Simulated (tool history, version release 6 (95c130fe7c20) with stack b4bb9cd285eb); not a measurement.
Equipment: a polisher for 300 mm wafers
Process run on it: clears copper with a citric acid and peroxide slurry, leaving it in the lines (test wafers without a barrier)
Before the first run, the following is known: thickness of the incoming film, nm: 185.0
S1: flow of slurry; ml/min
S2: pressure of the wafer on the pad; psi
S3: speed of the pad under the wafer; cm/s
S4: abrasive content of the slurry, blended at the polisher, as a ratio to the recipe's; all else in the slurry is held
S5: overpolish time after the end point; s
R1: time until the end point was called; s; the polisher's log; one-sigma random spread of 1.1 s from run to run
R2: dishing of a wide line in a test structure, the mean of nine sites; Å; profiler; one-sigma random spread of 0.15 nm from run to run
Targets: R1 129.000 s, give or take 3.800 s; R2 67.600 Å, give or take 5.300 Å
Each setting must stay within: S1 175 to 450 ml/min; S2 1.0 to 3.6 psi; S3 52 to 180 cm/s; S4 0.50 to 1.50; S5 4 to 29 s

run  hour   S1   S2   S3    S4  S5       R1       R2
  1   0.0  290  2.3  116  1.00  15   77.417  225.970
  2   7.7  355  2.3  116  1.00  15   76.082  230.360
  3   9.0  355  2.3  116  1.00  17   75.946  260.830
  4   9.7  355  2.0  114  1.00  13   88.474  171.260
  5  12.1  380  2.0  114  1.00  13   87.865  171.740
  6  13.0  380  2.0  142  1.00  13   73.962  203.040
  7  17.8  380  1.8  136  1.00  11   85.842  164.270
  8  21.3  400  1.6  130  1.05   9   97.752  110.520
  9  25.2  405  1.4  130  1.10   9  109.040  101.240
 10  33.2  405  1.3  130  1.10   8  117.650   84.878
 11  39.2  395  1.1  130  1.10   6  138.830   51.924
 12  46.3  405  1.1  130  1.10   6  137.650   53.847
 13  48.0  410  1.1  130  1.10   6  135.900   54.101
 14  53.1  410  1.1  130  1.15   7  135.450   66.514
 15  54.6  420  1.1  130  1.15   7  136.460   63.860
 16  57.1  425  1.1  130  1.15   7  134.570   64.104

Exercise: of the 4 proposed moves below, exactly one satisfies all targets within the stated allowed misses. Which move is it?
  A  59.6  385  1.1  140  1.15   9   ?   ?
  B  59.6  440  1.4  108  1.00   6   ?   ?
  C  59.6  445  1.4   96  1.15   9   ?   ?
  D  59.6  415  1.2  132  0.90   7   ?   ?

move       R1      R2
   A  129.130  84.837
   B  128.350  57.796
   C  136.110  81.003
   D  130.380  66.011
A: gets the furthest-off result to its target, but another result is out of tolerance
B: gets the furthest-off result to its target, but another result is out of tolerance
C: misses by more than the last run did
D: all results land within tolerance of their targets
Go with D: it meets all targets.
